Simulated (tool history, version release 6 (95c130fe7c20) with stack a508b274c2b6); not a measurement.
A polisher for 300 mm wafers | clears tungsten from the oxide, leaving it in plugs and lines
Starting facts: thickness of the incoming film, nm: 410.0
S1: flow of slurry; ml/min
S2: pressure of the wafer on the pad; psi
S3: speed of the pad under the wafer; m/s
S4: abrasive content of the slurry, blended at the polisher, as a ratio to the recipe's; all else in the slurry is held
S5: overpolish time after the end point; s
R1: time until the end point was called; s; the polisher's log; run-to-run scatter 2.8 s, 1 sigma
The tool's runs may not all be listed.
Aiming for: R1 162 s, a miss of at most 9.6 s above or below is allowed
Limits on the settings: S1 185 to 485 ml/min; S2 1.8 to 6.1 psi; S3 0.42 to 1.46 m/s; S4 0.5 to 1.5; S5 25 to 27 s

| run | hour | S1 | S2 | S3 | S4 | S5 | R1 |
|---|---|---|---|---|---|---|---|
| 1 | 0 | 310 | 3.9 | 0.94 | 1 | 25 | 106.91 |
| 2 | 6.4 | 310 | 3.6 | 0.94 | 1 | 25 | 114.76 |
| 3 | 14.7 | 310 | 4.3 | 0.94 | 1 | 25 | 99.603 |
| 4 | 22.6 | 310 | 4.3 | 0.84 | 1 | 25 | 108.63 |
| 5 | 27.5 | 310 | 4.3 | 0.84 | 1.1 | 25 | 104.88 |
| 6 | 34.9 | 310 | 4 | 0.82 | 1.1 | 25 | 116.14 |
| 7 | 36.3 | 310 | 3.7 | 0.82 | 1.1 | 25 | 124.1 |
| 8 | 40.9 | 310 | 3.5 | 0.82 | 1.1 | 25 | 124.94 |

Which single option among these 4 for the next run brings every result within its allowed miss of target? Just one does.
| A | 45.5 | 395 | 3.7 | 1.18 | 1.15 | 26 | ? |
| B | 45.5 | 275 | 4.1 | 0.62 | 0.85 | 26 | ? |
| C | 45.5 | 355 | 3.9 | 0.94 | 1.3 | 27 | ? |
| D | 45.5 | 315 | 3.7 | 0.72 | 1.05 | 25 | ? |

| move | R1 |
|---|---|
| A | 82.169 |
| B | 156.92 |
| C | 95.01 |
| D | 138.26 |
A: further off than the last run
B: every result within its allowed miss
C: further off than the last run
D: an improvement on the last run, though not all results are within tolerance
Move B is the one to make.
